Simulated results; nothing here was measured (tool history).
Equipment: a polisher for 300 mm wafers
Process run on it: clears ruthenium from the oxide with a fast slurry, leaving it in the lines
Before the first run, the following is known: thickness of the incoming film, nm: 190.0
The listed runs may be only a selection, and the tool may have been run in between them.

run  hour  flow of slurry (ml/min)  pressure of the wafer on the pad (psi)  speed of the pad under the wafer (cm/s)  abrasive content of the slurry  overpolish time after the end point (s)  time until the end point was called (s)  dishing of a wide line in a test structure (angstrom)
  1     0                      265                                       2                                       94                               1                                       14                                    70.01                                                 306.57
  2   7.4                      220                                       2                                       94                               1                                       14                                   69.709                                                 296.39
  3  16.1                      220                                     1.5                                       94                               1                                       14                                   87.149                                                 230.13
  4  19.6                      220                                     1.6                                       94                               1                                       15                                   79.568                                                 267.33
  5  22.6                      220                                     1.6                                       94                               1                                       10                                   82.739                                                 176.93
  6  29.7                      220                                     1.7                                       94                               1                                       11                                   78.785                                                  203.6
  7  36.2                      220                                     1.8                                       94                               1                                       12                                    77.85                                                 233.91
  8    43                      220                                     1.9                                       94                               1                                       13                                    72.46                                                 256.47

What does the tool deliver on the next run?
  9  51.3                      225                                       2                                       94                               1                                       14                                        ?                                                      ?

{"run 9": {"time until the end point was called (s)": 66.641, "dishing of a wide line in a test structure (angstrom)": 303.19}}

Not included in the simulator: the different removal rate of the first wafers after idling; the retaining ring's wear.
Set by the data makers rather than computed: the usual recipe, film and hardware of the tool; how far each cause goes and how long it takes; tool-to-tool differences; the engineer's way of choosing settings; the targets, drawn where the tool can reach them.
